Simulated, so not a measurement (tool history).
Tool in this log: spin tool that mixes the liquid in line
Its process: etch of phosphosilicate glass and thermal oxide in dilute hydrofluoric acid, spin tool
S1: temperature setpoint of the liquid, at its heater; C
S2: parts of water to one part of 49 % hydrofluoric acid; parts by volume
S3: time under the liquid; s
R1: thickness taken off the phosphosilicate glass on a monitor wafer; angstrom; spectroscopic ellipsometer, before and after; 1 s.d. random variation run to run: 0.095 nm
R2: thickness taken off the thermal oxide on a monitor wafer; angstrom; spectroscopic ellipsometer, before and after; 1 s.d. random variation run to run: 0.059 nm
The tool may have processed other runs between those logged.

run  hour    S1   S2  S3       R1      R2
  1   0.0  20.0  200  30  105.420  5.4220
  2   2.4  18.0  200  30   98.067  4.8863
  3   8.3  18.0  200  25   82.539  3.9134
  4  10.2  17.0  200  25   78.675  4.3562
  5  12.2  17.0  200  20   62.498  2.9630
  6  16.0  17.0  170  20   77.293  4.2664

Predict the results of run 7:
  7  18.6  19.5  160  20   ?   ?

For run 7 the tool returned R1 90.207 angstrom, R2 4.1838 angstrom.
